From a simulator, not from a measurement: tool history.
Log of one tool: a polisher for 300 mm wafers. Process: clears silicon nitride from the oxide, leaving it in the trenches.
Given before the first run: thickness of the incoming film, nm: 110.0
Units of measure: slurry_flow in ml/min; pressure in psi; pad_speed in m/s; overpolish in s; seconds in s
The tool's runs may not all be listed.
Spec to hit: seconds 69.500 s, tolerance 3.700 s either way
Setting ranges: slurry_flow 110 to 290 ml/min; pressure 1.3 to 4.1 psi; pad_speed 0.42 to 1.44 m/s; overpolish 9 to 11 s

run 1 hour=0.0 | slurry_flow=185 pressure=2.7 pad_speed=0.92 overpolish=11 | seconds=106.350
run 2 hour=7.6 | slurry_flow=185 pressure=2.7 pad_speed=1.10 overpolish=11 | seconds=92.182
run 3 hour=9.3 | slurry_flow=185 pressure=2.7 pad_speed=1.10 overpolish=11 | seconds=87.106
run 4 hour=15.7 | slurry_flow=185 pressure=2.3 pad_speed=1.10 overpolish=11 | seconds=104.950
run 5 hour=20.0 | slurry_flow=185 pressure=2.6 pad_speed=1.12 overpolish=11 | seconds=91.218
run 6 hour=21.0 | slurry_flow=185 pressure=2.8 pad_speed=1.12 overpolish=11 | seconds=85.468
run 7 hour=25.9 | slurry_flow=185 pressure=3.0 pad_speed=1.12 overpolish=11 | seconds=79.444
run 8 hour=32.9 | slurry_flow=185 pressure=3.1 pad_speed=1.12 overpolish=11 | seconds=78.126

5 next moves are on the table. One of them brings every result within its allowed miss. Which?
run A hour=39.9 | slurry_flow=180 pressure=3.9 pad_speed=1.00 overpolish=11 | seconds=?
run B hour=39.9 | slurry_flow=190 pressure=2.4 pad_speed=1.28 overpolish=10 | seconds=?
run C hour=39.9 | slurry_flow=215 pressure=3.1 pad_speed=0.96 overpolish=9 | seconds=?
run D hour=39.9 | slurry_flow=165 pressure=3.2 pad_speed=1.06 overpolish=10 | seconds=?
run E hour=39.9 | slurry_flow=195 pressure=2.9 pad_speed=0.96 overpolish=9 | seconds=?

move=A seconds=69.491
move=B seconds=86.928
move=C seconds=88.306
move=D seconds=80.738
move=E seconds=95.439
A: every result lands within tolerance
B: its largest miss is bigger than the last run's
C: its largest miss is bigger than the last run's
D: its largest miss is bigger than the last run's
E: its largest miss is bigger than the last run's
The move that meets every target is A.

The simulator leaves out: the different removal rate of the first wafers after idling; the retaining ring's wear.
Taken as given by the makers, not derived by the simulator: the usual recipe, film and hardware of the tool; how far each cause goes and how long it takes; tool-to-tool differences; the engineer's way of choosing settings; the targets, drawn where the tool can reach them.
